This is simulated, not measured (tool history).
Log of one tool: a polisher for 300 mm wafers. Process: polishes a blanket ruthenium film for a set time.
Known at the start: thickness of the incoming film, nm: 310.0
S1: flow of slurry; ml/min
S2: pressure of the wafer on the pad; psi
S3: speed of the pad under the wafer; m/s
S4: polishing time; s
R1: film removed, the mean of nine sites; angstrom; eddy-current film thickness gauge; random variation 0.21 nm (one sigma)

Run 1, hour 0: S1 190 ml/min, S2 1.8 psi, S3 1.02 m/s, S4 39 s. Result: R1 387.02 angstrom.
Run 2, hour 5.4: S1 215 ml/min, S2 1.8 psi, S3 1.02 m/s, S4 39 s. Result: R1 391.53 angstrom.
Run 3, hour 12.2: S1 215 ml/min, S2 1.5 psi, S3 1.02 m/s, S4 39 s. Result: R1 338.04 angstrom.
Run 4, hour 19.9: S1 210 ml/min, S2 1.4 psi, S3 1.02 m/s, S4 39 s. Result: R1 321.34 angstrom.
Run 5, hour 20.9: S1 205 ml/min, S2 1.3 psi, S3 1.02 m/s, S4 39 s. Result: R1 305.67 angstrom.
Run 6, hour 23.1: S1 205 ml/min, S2 1.6 psi, S3 1.02 m/s, S4 39 s. Result: R1 354.85 angstrom.

Run 7 comes next. What will it give?
Run 7, hour 26.5: S1 205 ml/min, S2 1.5 psi, S3 1.02 m/s, S4 39 s. Result: R1 ?.

{"run 7": {"R1": 338.85}}
